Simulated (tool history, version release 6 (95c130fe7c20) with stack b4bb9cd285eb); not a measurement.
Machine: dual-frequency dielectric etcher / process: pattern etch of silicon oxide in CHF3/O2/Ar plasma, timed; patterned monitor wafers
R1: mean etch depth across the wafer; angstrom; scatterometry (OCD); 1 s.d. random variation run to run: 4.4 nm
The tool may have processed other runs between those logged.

{"run": 1, "hour": 0.0, "source power (W)": 870, "bias power (W)": 184, "etch time (s)": 466, "R1": 10570.0}
{"run": 2, "hour": 8.0, "source power (W)": 810, "bias power (W)": 182, "etch time (s)": 466, "R1": 10313.0}
{"run": 3, "hour": 10.7, "source power (W)": 930, "bias power (W)": 182, "etch time (s)": 466, "R1": 10920.0}
{"run": 4, "hour": 16.9, "source power (W)": 930, "bias power (W)": 153, "etch time (s)": 466, "R1": 10001.0}
{"run": 5, "hour": 18.9, "source power (W)": 930, "bias power (W)": 168, "etch time (s)": 466, "R1": 10471.0}
{"run": 6, "hour": 24.5, "source power (W)": 830, "bias power (W)": 168, "etch time (s)": 466, "R1": 10007.0}

The next listed run, before its measurement:
{"run": 7, "hour": 26.7, "source power (W)": 800, "bias power (W)": 167, "etch time (s)": 466, "R1": "?"}

Run 7 measured R1 9966.1 angstrom.
